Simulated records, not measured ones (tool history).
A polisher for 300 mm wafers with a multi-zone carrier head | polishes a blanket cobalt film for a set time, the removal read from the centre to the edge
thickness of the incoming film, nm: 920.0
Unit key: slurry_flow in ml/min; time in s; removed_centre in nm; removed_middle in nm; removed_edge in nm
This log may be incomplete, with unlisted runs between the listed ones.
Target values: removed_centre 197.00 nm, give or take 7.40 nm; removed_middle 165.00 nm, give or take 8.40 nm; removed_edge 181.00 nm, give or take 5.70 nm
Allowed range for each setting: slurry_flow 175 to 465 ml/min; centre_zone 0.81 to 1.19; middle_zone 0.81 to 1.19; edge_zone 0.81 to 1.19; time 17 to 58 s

run  hour  slurry_flow  centre_zone  middle_zone  edge_zone  time  removed_centre  removed_middle  removed_edge
  1   0.0          295         1.00         1.00       1.00    37          269.27          263.83        257.35
  2   7.7          290         1.00         0.97       0.99    35          257.31          240.23        241.63
  3  14.9          285         0.99         0.95       0.97    34          245.11          224.61        234.51
  4  18.3          285         0.99         0.94       0.96    33          242.70          217.45        228.11
  5  22.7          285         0.99         0.93       0.95    32          230.51          207.47        218.71
  6  24.8          285         0.99         0.85       0.95    32          230.77          194.30        219.18
  7  28.8          285         0.99         0.85       0.94    31          221.15          190.86        208.12
  8  31.5          280         0.99         0.84       0.93    30          217.44          181.51        202.88
  9  37.8          280         0.99         0.84       0.92    30          215.26          180.11        200.00

Of the 4 settings listed for the next run, only one would bring every result within its allowed miss of target. Which one?
  A  44.1          275         0.95         1.07       0.83    26               ?               ?             ?
  B  44.1          310         0.99         0.81       0.88    25               ?               ?             ?
  C  44.1          445         1.01         0.87       0.95    26               ?               ?             ?
  D  44.1          195         1.07         0.81       1.03    26               ?               ?             ?

move  removed_centre  removed_middle  removed_edge
   A          179.43          186.97        168.36
   B          181.02          143.56        167.72
   C          196.68          161.64        183.49
   D          196.93          144.79        183.66
A: pushes the last run's worst result past its target
B: pushes the last run's worst result past its target
C: hits every target within its allowed miss
D: the worst result of the last run now meets its target, but another is out of spec
Correct choice: C, which meets every target
